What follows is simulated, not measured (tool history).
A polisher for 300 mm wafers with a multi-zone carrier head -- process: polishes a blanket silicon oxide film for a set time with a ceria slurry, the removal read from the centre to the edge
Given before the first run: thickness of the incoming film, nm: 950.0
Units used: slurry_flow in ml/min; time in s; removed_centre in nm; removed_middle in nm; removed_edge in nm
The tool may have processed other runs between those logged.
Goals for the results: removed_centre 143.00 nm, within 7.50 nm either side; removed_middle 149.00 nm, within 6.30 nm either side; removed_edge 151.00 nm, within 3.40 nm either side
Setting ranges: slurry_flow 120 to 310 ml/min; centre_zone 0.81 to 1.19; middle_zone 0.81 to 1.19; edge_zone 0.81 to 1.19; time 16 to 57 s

run 1 hour=0.0 | slurry_flow=200 centre_zone=1.00 middle_zone=1.00 edge_zone=1.00 time=36 | removed_centre=114.78 removed_middle=111.51 removed_edge=111.12
run 2 hour=2.4 | slurry_flow=200 centre_zone=1.00 middle_zone=0.96 edge_zone=1.00 time=36 | removed_centre=117.51 removed_middle=111.99 removed_edge=112.27
run 3 hour=7.8 | slurry_flow=230 centre_zone=1.00 middle_zone=0.96 edge_zone=1.00 time=36 | removed_centre=118.30 removed_middle=108.97 removed_edge=112.65
run 4 hour=15.3 | slurry_flow=270 centre_zone=1.00 middle_zone=0.96 edge_zone=1.00 time=36 | removed_centre=120.19 removed_middle=110.41 removed_edge=114.80
run 5 hour=19.0 | slurry_flow=290 centre_zone=1.00 middle_zone=0.96 edge_zone=1.00 time=36 | removed_centre=118.63 removed_middle=113.11 removed_edge=114.71
run 6 hour=20.7 | slurry_flow=290 centre_zone=1.00 middle_zone=0.97 edge_zone=1.02 time=37 | removed_centre=121.27 removed_middle=115.19 removed_edge=119.09
run 7 hour=24.6 | slurry_flow=290 centre_zone=1.00 middle_zone=0.98 edge_zone=1.03 time=38 | removed_centre=126.66 removed_middle=120.13 removed_edge=121.73
run 8 hour=28.7 | slurry_flow=290 centre_zone=0.99 middle_zone=0.98 edge_zone=1.04 time=39 | removed_centre=128.97 removed_middle=123.30 removed_edge=125.91
run 9 hour=35.4 | slurry_flow=290 centre_zone=0.98 middle_zone=0.99 edge_zone=1.05 time=40 | removed_centre=134.54 removed_middle=127.50 removed_edge=129.83
run 10 hour=38.6 | slurry_flow=290 centre_zone=0.95 middle_zone=1.00 edge_zone=1.06 time=41 | removed_centre=129.79 removed_middle=132.84 removed_edge=134.49

Consider the 4 candidate settings below. Which is the only one whose results all fall within their allowed miss of target?
run A hour=41.8 | slurry_flow=270 centre_zone=0.82 middle_zone=1.13 edge_zone=1.11 time=43 | removed_centre=? removed_middle=? removed_edge=?
run B hour=41.8 | slurry_flow=310 centre_zone=0.95 middle_zone=1.06 edge_zone=1.05 time=39 | removed_centre=? removed_middle=? removed_edge=?
run C hour=41.8 | slurry_flow=300 centre_zone=1.07 middle_zone=1.13 edge_zone=0.97 time=39 | removed_centre=? removed_middle=? removed_edge=?
run D hour=41.8 | slurry_flow=275 centre_zone=0.93 middle_zone=1.01 edge_zone=1.09 time=46 | removed_centre=? removed_middle=? removed_edge=?

move=A removed_centre=116.74 removed_middle=155.20 removed_edge=140.97
move=B removed_centre=122.96 removed_middle=134.63 removed_edge=126.35
move=C removed_centre=137.27 removed_middle=141.78 removed_edge=122.44
move=D removed_centre=140.63 removed_middle=151.01 removed_edge=150.17
A: nearer than the last run, and not there yet
B: lands further from the targets than the last run did
C: lands further from the targets than the last run did
D: in spec on every target
Move D is the one to make.
